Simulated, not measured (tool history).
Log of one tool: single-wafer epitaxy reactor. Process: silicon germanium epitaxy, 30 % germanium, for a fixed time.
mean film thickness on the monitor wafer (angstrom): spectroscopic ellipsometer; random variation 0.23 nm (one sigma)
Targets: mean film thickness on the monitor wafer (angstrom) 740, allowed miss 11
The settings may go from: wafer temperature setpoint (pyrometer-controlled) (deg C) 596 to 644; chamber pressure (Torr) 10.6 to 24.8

run,day,wafer temperature setpoint (pyrometer-controlled) (deg C),chamber pressure (Torr),mean film thickness on the monitor wafer (angstrom)
1,0,620,17.7,671.73
2,0.354,621,17.7,685.24
3,0.725,617,17.7,633.73
4,0.983,617,18.9,657.02
5,1.046,617,21.4,705.18
6,1.229,606,21.4,563.98
7,1.25,607,21.4,575.35
# day 1.608: capacitance manometer re-zeroed and calibrated
8,1.608,608,21.4,605.82
9,1.904,608,21.4,603.16
10,2.146,620,21.6,776.63

Which of these 4 next moves meets every target?
A,2.388,618,21.1,?
B,2.388,622,23,?
C,2.388,622,21.9,?
D,2.388,621,23.6,?

move,mean film thickness on the monitor wafer (angstrom)
A,735.42
B,834.77
C,812.87
D,829.75
A: meets every target
B: further off than the last run
C: further off than the last run
D: further off than the last run
Answer: A
